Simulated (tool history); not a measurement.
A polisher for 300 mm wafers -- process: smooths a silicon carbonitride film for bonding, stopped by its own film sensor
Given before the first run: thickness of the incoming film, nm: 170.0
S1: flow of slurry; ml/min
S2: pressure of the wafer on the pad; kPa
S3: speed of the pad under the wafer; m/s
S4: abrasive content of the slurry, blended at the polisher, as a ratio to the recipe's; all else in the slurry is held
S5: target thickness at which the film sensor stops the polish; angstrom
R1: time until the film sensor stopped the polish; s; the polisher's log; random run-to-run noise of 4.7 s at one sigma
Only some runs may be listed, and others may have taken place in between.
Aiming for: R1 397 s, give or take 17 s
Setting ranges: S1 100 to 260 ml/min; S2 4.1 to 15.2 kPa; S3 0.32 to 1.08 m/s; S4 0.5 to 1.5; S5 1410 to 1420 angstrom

| run | hour | S1 | S2 | S3 | S4 | S5 | R1 |
|---|---|---|---|---|---|---|---|
| 1 | 0 | 165 | 9.7 | 0.7 | 1 | 1420 | 288.05 |
| 2 | 6.9 | 165 | 9 | 0.7 | 1 | 1420 | 303.35 |
| 3 | 14.5 | 165 | 9 | 0.82 | 1 | 1420 | 285.54 |
| 4 | 17.2 | 165 | 9 | 0.92 | 1 | 1420 | 255.59 |
| 5 | 20.8 | 200 | 9 | 0.92 | 1 | 1420 | 246.81 |
| 6 | 25.3 | 200 | 9 | 0.82 | 1 | 1420 | 265.3 |
| 7 | 29.3 | 200 | 9 | 0.82 | 1 | 1420 | 271.25 |
| 8 | 34.9 | 200 | 8.3 | 0.82 | 1 | 1420 | 287.69 |
| 9 | 41.5 | 190 | 5.5 | 0.8 | 1 | 1420 | 427.04 |
| 10 | 46.7 | 200 | 5.5 | 0.8 | 1 | 1420 | 417.46 |
| 11 | 54.7 | 215 | 6.2 | 0.8 | 1 | 1420 | 375.52 |
|  | 61.3 | head pressure recalibrated |
| 12 | 61.3 | 210 | 6.2 | 0.8 | 1 | 1420 | 355.2 |
| 13 | 66.3 | 210 | 4.8 | 0.8 | 1 | 1420 | 436.75 |
| 14 | 70.8 | 215 | 4.8 | 0.8 | 1 | 1420 | 437.6 |
| 15 | 73.4 | 215 | 6.2 | 0.8 | 1 | 1420 | 351.48 |
| 16 | 78.5 | 210 | 6.2 | 0.8 | 1 | 1420 | 353.46 |
| 17 | 80.5 | 205 | 6.2 | 0.8 | 1 | 1420 | 347.27 |

Exercise: of the 4 proposed moves below, exactly one satisfies all targets within the stated allowed misses. Which move is it?
| A | 82.5 | 190 | 4.8 | 0.86 | 1.25 | 1420 | ? |
| B | 82.5 | 230 | 5.5 | 0.82 | 1 | 1410 | ? |
| C | 82.5 | 190 | 6.2 | 0.78 | 1 | 1420 | ? |
| D | 82.5 | 225 | 6.2 | 0.8 | 0.95 | 1420 | ? |

| move | R1 |
|---|---|
| A | 367.89 |
| B | 389.17 |
| C | 359.94 |
| D | 358.03 |
A: closer than the last run, but not yet in spec
B: hits every target within its allowed miss
C: closer than the last run, but not yet in spec
D: closer than the last run, but not yet in spec
B is the move that brings every result within its allowed miss.
